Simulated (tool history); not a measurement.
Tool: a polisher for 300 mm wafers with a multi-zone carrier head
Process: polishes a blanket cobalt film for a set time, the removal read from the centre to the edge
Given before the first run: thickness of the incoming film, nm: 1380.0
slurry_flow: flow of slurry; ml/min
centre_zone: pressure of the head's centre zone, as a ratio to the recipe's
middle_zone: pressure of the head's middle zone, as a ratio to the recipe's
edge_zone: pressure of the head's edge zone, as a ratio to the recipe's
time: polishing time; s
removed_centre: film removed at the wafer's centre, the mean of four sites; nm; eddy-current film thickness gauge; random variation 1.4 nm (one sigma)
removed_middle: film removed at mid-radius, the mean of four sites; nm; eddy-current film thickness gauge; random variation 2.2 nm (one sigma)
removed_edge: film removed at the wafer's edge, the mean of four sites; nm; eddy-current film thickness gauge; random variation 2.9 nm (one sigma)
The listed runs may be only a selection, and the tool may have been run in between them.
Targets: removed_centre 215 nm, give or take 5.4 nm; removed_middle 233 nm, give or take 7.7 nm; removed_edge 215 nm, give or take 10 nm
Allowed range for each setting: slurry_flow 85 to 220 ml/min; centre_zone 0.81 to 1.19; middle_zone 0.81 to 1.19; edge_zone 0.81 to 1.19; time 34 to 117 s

run,hour,slurry_flow,centre_zone,middle_zone,edge_zone,time,removed_centre,removed_middle,removed_edge
1,0,140,1,1,1,75,247.11,280.21,281.38
2,7.5,135,1.01,1,0.96,73,240.83,276.06,257.87
3,8.1,125,1.01,0.97,0.94,72,231.1,262.74,250.18
4,16.6,125,1.01,0.89,0.94,72,234.8,244.47,253.41
5,25.6,125,1.01,0.89,0.98,72,234.17,245.89,264.96
6,29.6,125,1.01,0.96,0.98,72,232.36,257.07,260.36
7,36.6,120,1.02,0.95,0.95,71,227.81,250.28,249.96
8,43.1,115,1.03,0.94,0.92,71,229.21,251.27,249.26
9,47.8,120,1.03,0.93,0.9,70,230.11,241.34,245.52
10,49.1,120,1.03,0.95,0.88,69,224.77,241.12,236.76

Of the 5 settings listed for the next run, only one would bring every result within its allowed miss of target. Which one?
A,50.4,160,1.16,1.12,0.81,55,?,?,?
B,50.4,100,0.93,0.83,1.01,80,?,?,?
C,50.4,145,1.12,1.14,0.81,58,?,?,?
D,50.4,155,1.04,0.9,0.89,66,?,?,?
E,50.4,145,1.05,0.98,0.83,62,?,?,?

move,removed_centre,removed_middle,removed_edge
A,214.09,233.08,194.31
B,226.07,243.1,296.48
C,214.13,245.79,202.6
D,228.28,231.5,243.05
E,214.11,231.07,219.37
A: takes the biggest miss from the last run beyond its target
B: lands further from the targets than the last run did
C: takes the biggest miss from the last run beyond its target
D: lands further from the targets than the last run did
E: every result lands within tolerance
The move that meets every target is E.
